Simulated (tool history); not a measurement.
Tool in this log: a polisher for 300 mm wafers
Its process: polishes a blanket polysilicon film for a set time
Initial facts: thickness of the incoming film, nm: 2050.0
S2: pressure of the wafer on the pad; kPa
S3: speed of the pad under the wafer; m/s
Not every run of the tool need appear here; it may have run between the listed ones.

{"run": 1, "day": 0.0, "flow of slurry (ml/min)": 135, "S2": 20.7, "S3": 0.98, "polishing time (s)": 120, "film removed (Å)": 9274.7}
{"run": 2, "day": 0.367, "flow of slurry (ml/min)": 135, "S2": 20.7, "S3": 1.12, "polishing time (s)": 120, "film removed (Å)": 10490.0}
{"run": 3, "day": 0.596, "flow of slurry (ml/min)": 135, "S2": 18.6, "S3": 1.12, "polishing time (s)": 120, "film removed (Å)": 9470.1}
{"run": 4, "day": 0.667, "flow of slurry (ml/min)": 130, "S2": 17.9, "S3": 1.12, "polishing time (s)": 120, "film removed (Å)": 9104.4}
{"run": 5, "day": 0.946, "flow of slurry (ml/min)": 130, "S2": 17.9, "S3": 1.02, "polishing time (s)": 120, "film removed (Å)": 8127.5}
{"run": 6, "day": 1.121, "flow of slurry (ml/min)": 125, "S2": 17.9, "S3": 1.02, "polishing time (s)": 120, "film removed (Å)": 8265.8}

Estimate the outcome of run 7 from the log above:
{"run": 7, "day": 1.475, "flow of slurry (ml/min)": 125, "S2": 17.2, "S3": 1.02, "polishing time (s)": 120, "film removed (Å)": "?"}

For run 7 the tool returned film removed (Å) 7823.7.
